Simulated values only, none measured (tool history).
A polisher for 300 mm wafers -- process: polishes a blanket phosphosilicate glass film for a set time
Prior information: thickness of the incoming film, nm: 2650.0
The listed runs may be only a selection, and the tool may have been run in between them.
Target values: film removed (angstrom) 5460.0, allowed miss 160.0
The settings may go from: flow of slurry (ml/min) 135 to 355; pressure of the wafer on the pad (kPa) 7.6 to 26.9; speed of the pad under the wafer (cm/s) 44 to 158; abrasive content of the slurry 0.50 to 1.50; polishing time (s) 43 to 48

run,day,flow of slurry (ml/min),pressure of the wafer on the pad (kPa),speed of the pad under the wafer (cm/s),abrasive content of the slurry,polishing time (s),film removed (angstrom)
1,0.000,225,17.2,100,1.00,48,3926.6
2,0.308,230,17.9,100,1.00,48,4103.4
3,0.562,230,17.9,100,1.10,48,4355.8
4,0.621,235,18.6,100,1.10,48,4506.2
5,0.825,235,19.3,100,1.10,48,4652.0
6,1.017,235,19.3,100,1.10,43,4212.1
7,1.225,235,20.0,100,1.10,43,4310.5
8,1.296,240,20.7,100,1.10,43,4423.0
9,1.554,240,21.4,100,1.10,43,4594.6
# day 1.758: head pressure recalibrated
10,1.758,240,22.1,100,1.10,43,4498.8
11,1.800,245,22.8,102,1.10,43,4633.9

Next run, 4 choices. One meets every target within its allowed miss, the rest don't. Which?
A,1.842,245,26.9,88,1.05,45,?
B,1.842,215,23.4,104,1.10,45,?
C,1.842,240,23.4,108,1.05,44,?
D,1.842,290,20.7,118,1.20,47,?

move,film removed (angstrom)
A,5103.3
B,5042.9
C,4991.9
D,5460.1
A: gains on the last run, yet a result remains outside its allowed miss
B: gains on the last run, yet a result remains outside its allowed miss
C: gains on the last run, yet a result remains outside its allowed miss
D: every result within its allowed miss
The right move is D.

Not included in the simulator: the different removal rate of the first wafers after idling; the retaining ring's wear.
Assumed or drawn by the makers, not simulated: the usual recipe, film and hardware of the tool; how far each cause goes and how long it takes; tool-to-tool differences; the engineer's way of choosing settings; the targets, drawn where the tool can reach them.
